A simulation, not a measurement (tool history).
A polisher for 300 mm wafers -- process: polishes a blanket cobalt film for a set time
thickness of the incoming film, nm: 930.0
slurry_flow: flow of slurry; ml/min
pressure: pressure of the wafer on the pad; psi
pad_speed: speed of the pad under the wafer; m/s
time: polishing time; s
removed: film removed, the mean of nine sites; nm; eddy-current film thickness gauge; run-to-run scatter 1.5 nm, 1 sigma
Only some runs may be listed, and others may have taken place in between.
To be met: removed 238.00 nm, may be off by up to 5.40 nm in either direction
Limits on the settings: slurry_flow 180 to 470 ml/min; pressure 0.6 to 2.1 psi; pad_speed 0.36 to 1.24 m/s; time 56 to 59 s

run	hour	slurry_flow	pressure	pad_speed	time	removed
1	0.0	300	1.3	0.80	56	158.10
2	6.0	300	1.5	0.80	56	180.95
3	14.7	305	1.6	0.80	56	192.28
4	22.3	305	1.7	0.80	56	205.14
5	31.3	305	1.4	0.80	56	168.18
6	35.5	305	1.5	0.80	56	181.79
# hour 37.2: slurry nozzle cleaned
7	37.2	315	1.6	0.80	56	197.27
8	43.0	350	1.6	0.80	56	198.55

Consider the 5 candidate settings below. Which is the only one whose results all fall within their allowed miss of target?
A	48.8	325	1.7	0.86	57	?
B	48.8	360	1.6	0.90	57	?
C	48.8	295	1.7	0.84	58	?
D	48.8	470	1.4	1.08	56	?
E	48.8	335	1.8	0.76	59	?

move	removed
A	229.36
B	227.78
C	226.20
D	238.91
E	223.22
A: better than the last run, though not everything is in spec
B: better than the last run, though not everything is in spec
C: better than the last run, though not everything is in spec
D: each result inside its tolerance
E: better than the last run, though not everything is in spec
D meets every target.
